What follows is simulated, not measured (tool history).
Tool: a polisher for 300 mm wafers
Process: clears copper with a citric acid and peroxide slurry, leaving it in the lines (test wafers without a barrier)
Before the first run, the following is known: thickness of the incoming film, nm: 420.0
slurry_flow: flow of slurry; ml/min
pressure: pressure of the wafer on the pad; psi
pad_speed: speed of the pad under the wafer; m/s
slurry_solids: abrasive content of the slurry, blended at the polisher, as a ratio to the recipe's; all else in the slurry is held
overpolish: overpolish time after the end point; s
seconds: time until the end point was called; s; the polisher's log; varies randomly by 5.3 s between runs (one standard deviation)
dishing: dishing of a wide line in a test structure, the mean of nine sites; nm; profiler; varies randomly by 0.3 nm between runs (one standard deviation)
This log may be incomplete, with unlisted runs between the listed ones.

run,hour,slurry_flow,pressure,pad_speed,slurry_solids,overpolish,seconds,dishing
1,0,155,3.7,1.38,1,25,126.84,45.359
2,3.4,155,4.3,1.38,1,25,106.31,50.86
3,11,155,4.3,1.38,1,30,106.35,57.748
4,19.2,130,4.3,1.38,1,30,113.47,54.457
5,19.8,130,4.3,1.38,0.85,30,116.63,56.232
6,26.8,130,4.3,1.38,0.85,39,119.33,65.64
7,34.2,125,3.7,1.26,1,32,140.51,50.073
8,38.4,120,3.3,1.12,1.1,27,170.11,38.622
9,39.4,115,3,1.04,1.2,23,198.15,32.256
10,46.4,160,2,0.92,0.95,11,322.66,10.417
11,54.7,160,2.1,0.92,0.95,11,311.46,10.659

Run 12 is up next; what results do you expect?
12,61.3,160,2.2,0.92,0.95,11,?,?

{"run 12": {"seconds": 292.93, "dishing": 10.647}}
